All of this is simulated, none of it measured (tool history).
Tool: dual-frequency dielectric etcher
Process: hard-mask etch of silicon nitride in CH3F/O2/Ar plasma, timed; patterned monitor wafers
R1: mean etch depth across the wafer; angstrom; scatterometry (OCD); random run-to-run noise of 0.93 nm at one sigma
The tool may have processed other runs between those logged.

{"run": 1, "hour": 0.0, "source power (kW)": 0.54, "bias power (kW)": 0.09, "etch time (s)": 146, "R1": 1319.1}
{"run": 2, "hour": 1.3, "source power (kW)": 0.48, "bias power (kW)": 0.09, "etch time (s)": 146, "R1": 1275.4}
{"run": 3, "hour": 9.2, "source power (kW)": 0.48, "bias power (kW)": 0.077, "etch time (s)": 146, "R1": 1213.2}
{"run": 4, "hour": 15.5, "source power (kW)": 0.55, "bias power (kW)": 0.081, "etch time (s)": 146.5, "R1": 1244.5}
{"run": 5, "hour": 23.3, "source power (kW)": 0.55, "bias power (kW)": 0.089, "etch time (s)": 147.5, "R1": 1307.8}
{"run": 6, "hour": 23.9, "source power (kW)": 0.62, "bias power (kW)": 0.089, "etch time (s)": 147.5, "R1": 1328.2}
{"run": 7, "hour": 28.2, "source power (kW)": 0.62, "bias power (kW)": 0.094, "etch time (s)": 148, "R1": 1367}

The next listed run, before its measurement:
{"run": 8, "hour": 30.6, "source power (kW)": 0.62, "bias power (kW)": 0.097, "etch time (s)": 148.5, "R1": "?"}

Run 8 measured R1 1395.8 angstrom.
